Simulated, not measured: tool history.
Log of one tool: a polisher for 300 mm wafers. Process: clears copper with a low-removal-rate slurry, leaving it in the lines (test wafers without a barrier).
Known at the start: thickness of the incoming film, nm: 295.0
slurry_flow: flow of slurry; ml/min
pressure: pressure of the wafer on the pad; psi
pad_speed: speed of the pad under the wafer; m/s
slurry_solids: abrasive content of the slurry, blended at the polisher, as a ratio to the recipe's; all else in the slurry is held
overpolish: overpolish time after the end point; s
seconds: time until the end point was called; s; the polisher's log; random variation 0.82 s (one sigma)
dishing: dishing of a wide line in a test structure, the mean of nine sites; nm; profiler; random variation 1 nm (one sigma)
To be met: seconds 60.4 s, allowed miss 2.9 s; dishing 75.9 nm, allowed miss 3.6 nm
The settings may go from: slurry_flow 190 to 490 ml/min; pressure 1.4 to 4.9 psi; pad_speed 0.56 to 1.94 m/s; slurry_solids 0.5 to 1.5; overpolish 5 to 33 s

run 1 hour=0 | slurry_flow=315 pressure=3.1 pad_speed=1.24 slurry_solids=1 overpolish=17 | seconds=60.568 dishing=60.549
run 2 hour=1.9 | slurry_flow=315 pressure=3.1 pad_speed=1.24 slurry_solids=1 overpolish=13 | seconds=61.882 dishing=47.497
run 3 hour=5.2 | slurry_flow=315 pressure=3.4 pad_speed=1.24 slurry_solids=1 overpolish=13 | seconds=55.758 dishing=50.041
run 4 hour=10.7 | slurry_flow=315 pressure=3.4 pad_speed=1.08 slurry_solids=1 overpolish=13 | seconds=63.765 dishing=46.462
run 5 hour=14.3 | slurry_flow=315 pressure=3.4 pad_speed=1.08 slurry_solids=1 overpolish=14 | seconds=63.286 dishing=48.929
run 6 hour=21.4 | slurry_flow=315 pressure=3.4 pad_speed=1.08 slurry_solids=1 overpolish=15 | seconds=64.112 dishing=52.482
run 7 hour=28.7 | slurry_flow=315 pressure=3.4 pad_speed=1.08 slurry_solids=1 overpolish=16 | seconds=64.776 dishing=54.717
run 8 hour=32.2 | slurry_flow=315 pressure=3.4 pad_speed=1.08 slurry_solids=1 overpolish=17 | seconds=66.275 dishing=57.019
run 9 hour=35.1 | slurry_flow=315 pressure=3.5 pad_speed=1.08 slurry_solids=1 overpolish=18 | seconds=64.622 dishing=59.677
run 10 hour=39.4 | slurry_flow=315 pressure=3.5 pad_speed=1.08 slurry_solids=1 overpolish=19 | seconds=62.441 dishing=64.21
run 11 hour=43.8 | slurry_flow=315 pressure=3.5 pad_speed=1.08 slurry_solids=1 overpolish=21 | seconds=64.223 dishing=68.516

Which of these 4 next moves meets every target?
run A hour=48.2 | slurry_flow=290 pressure=3.7 pad_speed=1.12 slurry_solids=0.9 overpolish=22 | seconds=? dishing=?
run B hour=48.2 | slurry_flow=355 pressure=3.6 pad_speed=1.1 slurry_solids=0.5 overpolish=23 | seconds=? dishing=?
run C hour=48.2 | slurry_flow=380 pressure=3.6 pad_speed=1.14 slurry_solids=0.55 overpolish=20 | seconds=? dishing=?
run D hour=48.2 | slurry_flow=295 pressure=3.6 pad_speed=0.9 slurry_solids=1.15 overpolish=19 | seconds=? dishing=?

move=A seconds=59.433 dishing=77.701
move=B seconds=69.041 dishing=71.327
move=C seconds=65.228 dishing=66.697
move=D seconds=70.071 dishing=60.255
A: meets every target
B: further off than the last run
C: further off than the last run
D: further off than the last run
Answer: A
